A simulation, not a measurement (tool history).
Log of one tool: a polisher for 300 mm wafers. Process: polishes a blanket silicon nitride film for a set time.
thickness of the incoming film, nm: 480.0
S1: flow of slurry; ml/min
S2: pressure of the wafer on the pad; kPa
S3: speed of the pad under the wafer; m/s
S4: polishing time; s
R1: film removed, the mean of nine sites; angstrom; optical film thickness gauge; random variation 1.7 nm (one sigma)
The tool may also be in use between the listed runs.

run 1 day=0.000 | S1=165 S2=27.6 S3=1.06 S4=44 | R1=881.17
run 2 day=0.296 | S1=165 S2=27.6 S3=1.06 S4=44 | R1=881.56
run 3 day=0.408 | S1=165 S2=29.6 S3=1.06 S4=44 | R1=937.24
run 4 day=0.717 | S1=165 S2=26.9 S3=1.06 S4=44 | R1=866.97
run 5 day=0.838 | S1=165 S2=32.4 S3=1.06 S4=44 | R1=1021.40
run 6 day=1.108 | S1=165 S2=33.8 S3=1.06 S4=44 | R1=1069.90
run 7 day=1.333 | S1=165 S2=35.2 S3=1.06 S4=44 | R1=1104.10
run 8 day=1.492 | S1=165 S2=35.9 S3=1.06 S4=44 | R1=1140.90

Run 9 comes next. What will it give?
run 9 day=1.792 | S1=165 S2=36.5 S3=1.06 S4=44 | R1=?

Run 9 gave R1 1168.30 angstrom.

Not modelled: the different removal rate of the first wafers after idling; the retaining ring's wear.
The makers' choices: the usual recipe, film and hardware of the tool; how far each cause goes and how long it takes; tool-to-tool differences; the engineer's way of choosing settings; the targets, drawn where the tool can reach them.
